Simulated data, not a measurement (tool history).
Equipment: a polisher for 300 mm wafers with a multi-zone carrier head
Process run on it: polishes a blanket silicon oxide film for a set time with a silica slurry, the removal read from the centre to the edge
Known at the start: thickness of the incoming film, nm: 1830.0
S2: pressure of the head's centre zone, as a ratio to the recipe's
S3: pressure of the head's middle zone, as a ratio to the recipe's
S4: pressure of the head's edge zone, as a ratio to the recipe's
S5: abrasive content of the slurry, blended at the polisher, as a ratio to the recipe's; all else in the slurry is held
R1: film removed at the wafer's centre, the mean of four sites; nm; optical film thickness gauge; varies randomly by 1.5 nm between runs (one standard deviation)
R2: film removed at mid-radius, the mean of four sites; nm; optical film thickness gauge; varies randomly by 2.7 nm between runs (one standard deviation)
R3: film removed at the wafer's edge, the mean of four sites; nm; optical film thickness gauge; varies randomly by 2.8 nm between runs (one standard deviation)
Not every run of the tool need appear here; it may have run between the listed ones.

run 1 hour=0.0 | flow_of_slurry_(ml/min)=245 S2=1.00 S3=1.00 S4=1.00 S5=1.00 polishing_time_(s)=42 | R1=159.01 R2=162.28 R3=161.03
run 2 hour=3.9 | flow_of_slurry_(ml/min)=245 S2=0.95 S3=1.00 S4=1.00 S5=1.00 polishing_time_(s)=42 | R1=153.47 R2=159.82 R3=162.94
run 3 hour=11.2 | flow_of_slurry_(ml/min)=245 S2=0.95 S3=1.00 S4=1.00 S5=1.10 polishing_time_(s)=42 | R1=157.35 R2=167.54 R3=168.36
run 4 hour=16.8 | flow_of_slurry_(ml/min)=245 S2=0.95 S3=1.00 S4=0.94 S5=1.10 polishing_time_(s)=42 | R1=155.98 R2=170.29 R3=163.78
run 5 hour=25.0 | flow_of_slurry_(ml/min)=280 S2=0.95 S3=1.00 S4=0.94 S5=1.10 polishing_time_(s)=42 | R1=160.82 R2=170.52 R3=163.98
run 6 hour=31.2 | flow_of_slurry_(ml/min)=280 S2=0.95 S3=1.00 S4=0.94 S5=1.00 polishing_time_(s)=42 | R1=154.13 R2=162.02 R3=156.64
run 7 hour=38.2 | flow_of_slurry_(ml/min)=280 S2=0.98 S3=1.00 S4=0.97 S5=1.10 polishing_time_(s)=42 | R1=166.73 R2=168.16 R3=168.62
run 8 hour=41.8 | flow_of_slurry_(ml/min)=305 S2=1.08 S3=1.10 S4=1.07 S5=1.35 polishing_time_(s)=42 | R1=196.62 R2=202.58 R3=183.85
run 9 hour=48.8 | flow_of_slurry_(ml/min)=305 S2=1.08 S3=1.10 S4=1.07 S5=1.35 polishing_time_(s)=42 | R1=193.62 R2=195.88 R3=180.89
run 10 hour=53.6 | flow_of_slurry_(ml/min)=305 S2=1.08 S3=1.09 S4=1.08 S5=1.40 polishing_time_(s)=43 | R1=202.28 R2=199.87 R3=191.01
run 11 hour=54.8 | flow_of_slurry_(ml/min)=305 S2=1.08 S3=1.09 S4=1.09 S5=1.40 polishing_time_(s)=44 | R1=206.36 R2=209.65 R3=199.24
run 12 hour=56.6 | flow_of_slurry_(ml/min)=305 S2=1.09 S3=1.09 S4=1.10 S5=1.40 polishing_time_(s)=44 | R1=206.64 R2=212.62 R3=195.59

Forecast run 13:
run 13 hour=62.5 | flow_of_slurry_(ml/min)=305 S2=1.09 S3=1.07 S4=1.10 S5=1.40 polishing_time_(s)=45 | R1=? R2=? R3=?

R1: 211.14 nm
R2: 205.04 nm
R3: 201.94 nm
